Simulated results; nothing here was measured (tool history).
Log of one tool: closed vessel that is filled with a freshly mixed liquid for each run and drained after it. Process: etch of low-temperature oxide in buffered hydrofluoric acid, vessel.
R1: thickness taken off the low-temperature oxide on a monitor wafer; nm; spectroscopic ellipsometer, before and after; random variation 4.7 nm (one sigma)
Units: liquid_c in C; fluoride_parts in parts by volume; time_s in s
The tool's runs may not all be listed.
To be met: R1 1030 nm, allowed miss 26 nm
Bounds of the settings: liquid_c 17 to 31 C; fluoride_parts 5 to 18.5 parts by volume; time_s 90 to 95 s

{"run": 1, "hour": 0.0, "liquid_c": 23, "fluoride_parts": 11.5, "time_s": 90, "R1": 513.99}
{"run": 2, "hour": 4.6, "liquid_c": 23, "fluoride_parts": 11.5, "time_s": 90, "R1": 512.74}
{"run": 3, "hour": 8.3, "liquid_c": 25.5, "fluoride_parts": 10.5, "time_s": 90, "R1": 647.57}
{"run": 4, "hour": 12.3, "liquid_c": 25.5, "fluoride_parts": 10.5, "time_s": 90, "R1": 644.86}
{"run": 5, "hour": 17.7, "liquid_c": 25.5, "fluoride_parts": 10.5, "time_s": 95, "R1": 677.57}
{"run": 6, "hour": 20.6, "liquid_c": 27, "fluoride_parts": 10.5, "time_s": 95, "R1": 739.37}
{"hour": 29.2, "done": "hydrofluoric acid flow meter replaced"}
{"run": 7, "hour": 29.2, "liquid_c": 28.5, "fluoride_parts": 10, "time_s": 95, "R1": 795.09}
{"run": 8, "hour": 33.8, "liquid_c": 29.5, "fluoride_parts": 9.5, "time_s": 95, "R1": 868.91}
{"run": 9, "hour": 37.0, "liquid_c": 30, "fluoride_parts": 9, "time_s": 95, "R1": 919.01}

4 next moves are on the table. One of them brings every result within its allowed miss. Which?
{"run": "A", "hour": 40.2, "liquid_c": 29.5, "fluoride_parts": 7.5, "time_s": 90, "R1": "?"}
{"run": "B", "hour": 40.2, "liquid_c": 30.5, "fluoride_parts": 8.5, "time_s": 90, "R1": "?"}
{"run": "C", "hour": 40.2, "liquid_c": 30, "fluoride_parts": 10, "time_s": 95, "R1": "?"}
{"run": "D", "hour": 40.2, "liquid_c": 31, "fluoride_parts": 7.5, "time_s": 90, "R1": "?"}

move=A R1=1046.9
move=B R1=963.56
move=C R1=871.7
move=D R1=1132.3
A: meets every target
B: nearer than the last run, and not there yet
C: further off than the last run
D: takes the result that was furthest off past its target
The right move is A.

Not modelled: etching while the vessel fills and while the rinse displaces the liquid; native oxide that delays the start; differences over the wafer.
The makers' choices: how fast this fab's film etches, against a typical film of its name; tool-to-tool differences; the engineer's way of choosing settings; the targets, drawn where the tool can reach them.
